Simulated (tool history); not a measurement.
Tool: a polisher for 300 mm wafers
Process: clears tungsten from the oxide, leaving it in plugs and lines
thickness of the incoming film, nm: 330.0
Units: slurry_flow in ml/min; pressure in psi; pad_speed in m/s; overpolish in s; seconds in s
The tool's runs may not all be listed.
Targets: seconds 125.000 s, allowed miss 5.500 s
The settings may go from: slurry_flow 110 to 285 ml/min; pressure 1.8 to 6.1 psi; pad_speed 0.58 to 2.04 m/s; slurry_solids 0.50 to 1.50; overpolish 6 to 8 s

{"run": 1, "hour": 0.0, "slurry_flow": 180, "pressure": 3.9, "pad_speed": 1.3, "slurry_solids": 1.0, "overpolish": 8, "seconds": 52.656}
{"run": 2, "hour": 8.7, "slurry_flow": 180, "pressure": 3.5, "pad_speed": 1.22, "slurry_solids": 1.0, "overpolish": 8, "seconds": 62.266}
{"run": 3, "hour": 11.2, "slurry_flow": 180, "pressure": 3.1, "pad_speed": 1.16, "slurry_solids": 1.0, "overpolish": 8, "seconds": 71.398}
{"run": 4, "hour": 14.4, "slurry_flow": 180, "pressure": 3.5, "pad_speed": 1.16, "slurry_solids": 1.0, "overpolish": 8, "seconds": 63.372}
{"run": 5, "hour": 21.3, "slurry_flow": 180, "pressure": 3.5, "pad_speed": 0.86, "slurry_solids": 1.0, "overpolish": 8, "seconds": 79.755}
{"run": 6, "hour": 30.3, "slurry_flow": 180, "pressure": 3.1, "pad_speed": 0.86, "slurry_solids": 1.0, "overpolish": 8, "seconds": 92.322}
{"run": 7, "hour": 33.4, "slurry_flow": 175, "pressure": 2.0, "pad_speed": 0.84, "slurry_solids": 1.0, "overpolish": 8, "seconds": 140.22}
{"run": 8, "hour": 35.7, "slurry_flow": 180, "pressure": 2.1, "pad_speed": 0.84, "slurry_solids": 1.0, "overpolish": 8, "seconds": 138.1}

4 next moves are on the table. One of them brings every result within its allowed miss. Which?
{"run": "A", "hour": 38.0, "slurry_flow": 180, "pressure": 1.8, "pad_speed": 0.96, "slurry_solids": 1.2, "overpolish": 6, "seconds": "?"}
{"run": "B", "hour": 38.0, "slurry_flow": 180, "pressure": 2.2, "pad_speed": 0.96, "slurry_solids": 1.2, "overpolish": 7, "seconds": "?"}
{"run": "C", "hour": 38.0, "slurry_flow": 175, "pressure": 2.3, "pad_speed": 0.76, "slurry_solids": 0.95, "overpolish": 6, "seconds": "?"}
{"run": "D", "hour": 38.0, "slurry_flow": 185, "pressure": 2.1, "pad_speed": 0.9, "slurry_solids": 1.0, "overpolish": 6, "seconds": "?"}

move=A seconds=134.340
move=B seconds=111.190
move=C seconds=133.720
move=D seconds=125.980
A: nearer than the last run, and not there yet
B: takes the result that was furthest off past its target
C: nearer than the last run, and not there yet
D: meets every target
The right move is D.
